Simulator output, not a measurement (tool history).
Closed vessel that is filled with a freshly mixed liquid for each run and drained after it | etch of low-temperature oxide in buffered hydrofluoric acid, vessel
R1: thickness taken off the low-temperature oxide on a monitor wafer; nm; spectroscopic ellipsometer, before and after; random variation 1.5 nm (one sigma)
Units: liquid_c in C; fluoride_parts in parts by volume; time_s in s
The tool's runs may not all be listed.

run 1 hour=0.0 | liquid_c=25.0 fluoride_parts=12.0 time_s=30 | R1=97.108
run 2 hour=7.2 | liquid_c=27.0 fluoride_parts=10.5 time_s=30 | R1=125.000
run 3 hour=12.7 | liquid_c=25.5 fluoride_parts=10.5 time_s=30 | R1=115.450
run 4 hour=19.9 | liquid_c=27.5 fluoride_parts=9.5 time_s=30 | R1=137.650
run 5 hour=24.2 | liquid_c=29.0 fluoride_parts=9.0 time_s=30 | R1=154.720
run 6 hour=28.8 | liquid_c=29.0 fluoride_parts=9.0 time_s=30 | R1=156.460
run 7 hour=33.0 | liquid_c=30.0 fluoride_parts=8.5 time_s=30 | R1=174.650

Run 8 comes next. What will it give?
run 8 hour=41.5 | liquid_c=30.5 fluoride_parts=8.5 time_s=30 | R1=?

R1: 177.990 nm
